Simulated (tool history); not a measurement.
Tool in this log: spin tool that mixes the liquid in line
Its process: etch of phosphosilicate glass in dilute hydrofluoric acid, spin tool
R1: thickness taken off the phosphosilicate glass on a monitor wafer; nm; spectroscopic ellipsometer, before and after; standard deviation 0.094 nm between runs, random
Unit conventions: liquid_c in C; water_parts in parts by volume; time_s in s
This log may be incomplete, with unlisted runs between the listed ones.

Run 1, hour 0.0: liquid_c 21.0 C, water_parts 245 parts by volume, time_s 30 s. Result: R1 9.1307 nm.
Run 2, hour 4.1: liquid_c 21.0 C, water_parts 245 parts by volume, time_s 20 s. Result: R1 6.0412 nm.
Run 3, hour 7.0: liquid_c 21.0 C, water_parts 245 parts by volume, time_s 20 s. Result: R1 5.9797 nm.
Run 4, hour 11.3: liquid_c 22.5 C, water_parts 220 parts by volume, time_s 20 s. Result: R1 7.3532 nm.
Run 5, hour 14.3: liquid_c 23.0 C, water_parts 190 parts by volume, time_s 20 s. Result: R1 8.8480 nm.
Run 6, hour 14.8: liquid_c 23.0 C, water_parts 140 parts by volume, time_s 20 s. Result: R1 12.6410 nm.
Run 7, hour 23.2: liquid_c 23.0 C, water_parts 135 parts by volume, time_s 20 s. Result: R1 13.2010 nm.

Forecast run 8:
Run 8, hour 23.9: liquid_c 23.0 C, water_parts 130 parts by volume, time_s 20 s. Result: R1 ?.

R1: 13.8830 nm
